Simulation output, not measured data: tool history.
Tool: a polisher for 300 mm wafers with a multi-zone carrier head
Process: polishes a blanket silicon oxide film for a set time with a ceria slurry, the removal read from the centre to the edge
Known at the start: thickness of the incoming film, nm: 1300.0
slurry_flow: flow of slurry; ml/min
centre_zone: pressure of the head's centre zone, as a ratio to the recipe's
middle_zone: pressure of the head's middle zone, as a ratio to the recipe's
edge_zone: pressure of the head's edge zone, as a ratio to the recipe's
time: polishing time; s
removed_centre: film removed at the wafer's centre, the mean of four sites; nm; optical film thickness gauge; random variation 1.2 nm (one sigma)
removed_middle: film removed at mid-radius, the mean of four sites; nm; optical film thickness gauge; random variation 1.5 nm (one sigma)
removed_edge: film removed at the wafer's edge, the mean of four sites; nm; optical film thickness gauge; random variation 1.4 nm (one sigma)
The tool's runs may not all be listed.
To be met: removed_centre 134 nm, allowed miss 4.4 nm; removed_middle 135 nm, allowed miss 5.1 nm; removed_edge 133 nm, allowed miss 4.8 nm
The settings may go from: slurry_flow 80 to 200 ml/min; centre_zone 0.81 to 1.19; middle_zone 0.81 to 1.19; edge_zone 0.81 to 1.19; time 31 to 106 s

run 1 hour=0 | slurry_flow=130 centre_zone=1 middle_zone=1 edge_zone=1 time=68 | removed_centre=169.05 removed_middle=164.76 removed_edge=170.88
run 2 hour=0.5 | slurry_flow=130 centre_zone=1 middle_zone=1.07 edge_zone=1 time=68 | removed_centre=170.13 removed_middle=176.71 removed_edge=171.3
run 3 hour=1.7 | slurry_flow=160 centre_zone=1 middle_zone=1.07 edge_zone=1 time=68 | removed_centre=179.32 removed_middle=185.53 removed_edge=176.39
run 4 hour=4.6 | slurry_flow=160 centre_zone=1 middle_zone=1.07 edge_zone=1.06 time=68 | removed_centre=180.16 removed_middle=184.7 removed_edge=179.05
run 5 hour=9.3 | slurry_flow=155 centre_zone=1 middle_zone=1.06 edge_zone=1.03 time=63 | removed_centre=163.39 removed_middle=167.9 removed_edge=163.08
run 6 hour=13 | slurry_flow=155 centre_zone=1 middle_zone=1.13 edge_zone=1.03 time=63 | removed_centre=162.89 removed_middle=178.08 removed_edge=165.55
run 7 hour=17.6 | slurry_flow=145 centre_zone=1 middle_zone=1.09 edge_zone=0.99 time=60 | removed_centre=153.63 removed_middle=163.21 removed_edge=148
run 8 hour=24.2 | slurry_flow=130 centre_zone=0.99 middle_zone=1.06 edge_zone=0.98 time=59 | removed_centre=146.81 removed_middle=155.58 removed_edge=145.29
run 9 hour=29.9 | slurry_flow=120 centre_zone=0.99 middle_zone=1.03 edge_zone=0.97 time=58 | removed_centre=142.91 removed_middle=144.65 removed_edge=139.14
run 10 hour=33.8 | slurry_flow=110 centre_zone=0.98 middle_zone=1.02 edge_zone=0.97 time=58 | removed_centre=135.27 removed_middle=139.48 removed_edge=138.43
run 11 hour=36.8 | slurry_flow=110 centre_zone=0.98 middle_zone=1.02 edge_zone=0.96 time=58 | removed_centre=137.12 removed_middle=139.29 removed_edge=138.38

4 next moves are on the table. One of them brings every result within its allowed miss. Which?
run A hour=39.8 | slurry_flow=105 centre_zone=1 middle_zone=1.01 edge_zone=0.96 time=57 | removed_centre=? removed_middle=? removed_edge=?
run B hour=39.8 | slurry_flow=100 centre_zone=1.08 middle_zone=1.07 edge_zone=1.01 time=57 | removed_centre=? removed_middle=? removed_edge=?
run C hour=39.8 | slurry_flow=100 centre_zone=0.98 middle_zone=0.83 edge_zone=1.07 time=61 | removed_centre=? removed_middle=? removed_edge=?
run D hour=39.8 | slurry_flow=105 centre_zone=1.07 middle_zone=0.99 edge_zone=0.97 time=58 | removed_centre=? removed_middle=? removed_edge=?

move=A removed_centre=133.65 removed_middle=136.04 removed_edge=133.03
move=B removed_centre=141.93 removed_middle=140.11 removed_edge=134.79
move=C removed_centre=137.52 removed_middle=123.39 removed_edge=148.85
move=D removed_centre=145.56 removed_middle=136.23 removed_edge=136.06
A: meets every target
B: brings the result that was furthest off to its target, and leaves another outside
C: further off than the last run
D: brings the result that was furthest off to its target, and leaves another outside
The right move is A.
